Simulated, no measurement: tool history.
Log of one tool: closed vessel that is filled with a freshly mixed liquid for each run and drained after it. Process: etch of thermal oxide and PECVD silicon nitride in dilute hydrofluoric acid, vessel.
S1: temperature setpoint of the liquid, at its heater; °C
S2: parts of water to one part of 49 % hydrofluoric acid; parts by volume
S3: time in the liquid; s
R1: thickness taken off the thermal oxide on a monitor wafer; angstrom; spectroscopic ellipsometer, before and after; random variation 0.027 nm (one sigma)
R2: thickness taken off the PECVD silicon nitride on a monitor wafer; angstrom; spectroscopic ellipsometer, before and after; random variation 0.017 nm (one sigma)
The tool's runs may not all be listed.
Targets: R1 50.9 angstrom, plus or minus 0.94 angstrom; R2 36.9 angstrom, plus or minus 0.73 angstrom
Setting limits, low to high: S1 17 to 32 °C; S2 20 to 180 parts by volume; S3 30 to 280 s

run	day	S1	S2	S3	R1	R2
1	0	24	100	145	75.785	59.595
2	0.142	26	100	145	82.245	67.926
3	0.288	25	105	145	75.164	60.963
4	0.475	24.5	105	145	73.827	58.62
5	0.788	24	110	145	67.616	54.032
6	1.1	24	125	145	58.504	47.812
7	1.462	23.5	125	145	57.615	46.465
8	1.767	23	125	145	56.684	44.663
9	2.004	23	125	145	57.071	44.604
10	2.2	22.5	125	145	55.279	43.359
11	2.229	22	125	145	54.168	42.1
12	2.267	21.5	125	145	53.801	40.605
13	2.338	20.5	125	145	51.18	37.958

Pick the move, out of 5, that brings all results within their allowed miss; only one does.
A	2.408	22	130	140	?	?
B	2.408	21.5	120	135	?	?
C	2.408	19	140	175	?	?
D	2.408	21	145	170	?	?
E	2.408	20.5	140	165	?	?

move	R1	R2
A	50.217	39.066
B	52.006	39.416
C	51.147	37.164
D	51.694	39.89
E	51.217	38.756
A: its largest miss is bigger than the last run's
B: its largest miss is bigger than the last run's
C: in spec on every target
D: its largest miss is bigger than the last run's
E: its largest miss is bigger than the last run's
C meets every target.
